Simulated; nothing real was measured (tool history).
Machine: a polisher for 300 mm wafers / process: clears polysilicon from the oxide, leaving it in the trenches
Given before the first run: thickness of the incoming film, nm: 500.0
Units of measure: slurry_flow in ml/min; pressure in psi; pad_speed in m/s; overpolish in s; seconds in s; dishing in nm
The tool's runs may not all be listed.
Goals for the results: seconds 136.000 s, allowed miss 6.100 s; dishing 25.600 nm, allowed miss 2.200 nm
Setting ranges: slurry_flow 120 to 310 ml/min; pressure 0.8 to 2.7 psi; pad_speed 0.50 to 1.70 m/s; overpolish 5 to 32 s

Run 1, day 0.000: slurry_flow 200 ml/min, pressure 1.7 psi, pad_speed 1.10 m/s, overpolish 16 s. Result: seconds 51.295 s, dishing 64.488 nm.
Run 2, day 0.029: slurry_flow 200 ml/min, pressure 1.9 psi, pad_speed 1.10 m/s, overpolish 16 s. Result: seconds 46.649 s, dishing 65.512 nm.
Run 3, day 0.304: slurry_flow 180 ml/min, pressure 1.7 psi, pad_speed 0.94 m/s, overpolish 13 s. Result: seconds 58.247 s, dishing 55.955 nm.
Run 4, day 0.421: slurry_flow 180 ml/min, pressure 1.7 psi, pad_speed 0.94 m/s, overpolish 16 s. Result: seconds 58.954 s, dishing 59.011 nm.
Run 5, day 0.675: slurry_flow 165 ml/min, pressure 1.5 psi, pad_speed 0.82 m/s, overpolish 13 s. Result: seconds 77.105 s, dishing 53.238 nm.
Run 6, day 0.808: slurry_flow 165 ml/min, pressure 1.2 psi, pad_speed 0.82 m/s, overpolish 13 s. Result: seconds 95.165 s, dishing 44.915 nm.
Run 7, day 0.896: slurry_flow 175 ml/min, pressure 1.1 psi, pad_speed 0.78 m/s, overpolish 11 s. Result: seconds 106.060 s, dishing 37.482 nm.
Run 8, day 1.067: slurry_flow 185 ml/min, pressure 1.0 psi, pad_speed 0.76 m/s, overpolish 10 s. Result: seconds 117.590 s, dishing 33.316 nm.
Run 9, day 1.425: slurry_flow 195 ml/min, pressure 1.0 psi, pad_speed 0.76 m/s, overpolish 10 s. Result: seconds 118.880 s, dishing 34.218 nm.
Run 10, day 1.712: slurry_flow 140 ml/min, pressure 0.8 psi, pad_speed 0.74 m/s, overpolish 5 s. Result: seconds 156.220 s, dishing 15.809 nm.
Run 11, day 1.842: slurry_flow 160 ml/min, pressure 0.8 psi, pad_speed 0.74 m/s, overpolish 5 s. Result: seconds 150.720 s, dishing 15.930 nm.
Run 12, day 2.183: slurry_flow 180 ml/min, pressure 0.8 psi, pad_speed 0.72 m/s, overpolish 5 s. Result: seconds 152.980 s, dishing 15.431 nm.
Run 13, day 2.238: slurry_flow 180 ml/min, pressure 0.8 psi, pad_speed 0.70 m/s, overpolish 6 s. Result: seconds 160.920 s, dishing 17.515 nm.
Run 14, day 2.358: slurry_flow 180 ml/min, pressure 0.9 psi, pad_speed 0.70 m/s, overpolish 7 s. Result: seconds 141.980 s, dishing 21.932 nm.
Run 15, day 2.546: slurry_flow 185 ml/min, pressure 0.9 psi, pad_speed 0.70 m/s, overpolish 7 s. Result: seconds 142.080 s, dishing 22.645 nm.
Run 16, day 2.896: slurry_flow 190 ml/min, pressure 0.9 psi, pad_speed 0.70 m/s, overpolish 7 s. Result: seconds 137.300 s, dishing 23.235 nm.
Run 17, day 3.088: slurry_flow 195 ml/min, pressure 0.9 psi, pad_speed 0.70 m/s, overpolish 7 s. Result: seconds 138.320 s, dishing 22.565 nm.
Run 18, day 3.362: slurry_flow 200 ml/min, pressure 0.9 psi, pad_speed 0.70 m/s, overpolish 7 s. Result: seconds 139.050 s, dishing 21.869 nm.

Which one of the following 5 next-run settings gets every result inside its allowed miss? There is exactly one.
Run A, day 3.638: slurry_flow 220 ml/min, pressure 1.1 psi, pad_speed 0.62 m/s, overpolish 7 s. Result: seconds ?, dishing ?.
Run B, day 3.638: slurry_flow 195 ml/min, pressure 1.0 psi, pad_speed 0.64 m/s, overpolish 8 s. Result: seconds ?, dishing ?.
Run C, day 3.638: slurry_flow 220 ml/min, pressure 1.1 psi, pad_speed 0.66 m/s, overpolish 7 s. Result: seconds ?, dishing ?.
Run D, day 3.638: slurry_flow 180 ml/min, pressure 0.9 psi, pad_speed 0.86 m/s, overpolish 5 s. Result: seconds ?, dishing ?.
Run E, day 3.638: slurry_flow 200 ml/min, pressure 0.9 psi, pad_speed 0.72 m/s, overpolish 5 s. Result: seconds ?, dishing ?.

move  seconds  dishing
   A  123.810   24.273
   B  134.390   25.289
   C  117.930   25.232
   D  118.520   19.060
   E  134.860   17.062
A: puts the biggest miss on target and leaves a different result outside tolerance
B: hits every target within its allowed miss
C: puts the biggest miss on target and leaves a different result outside tolerance
D: misses by more than the last run did
E: misses by more than the last run did
The move that meets every target is B.
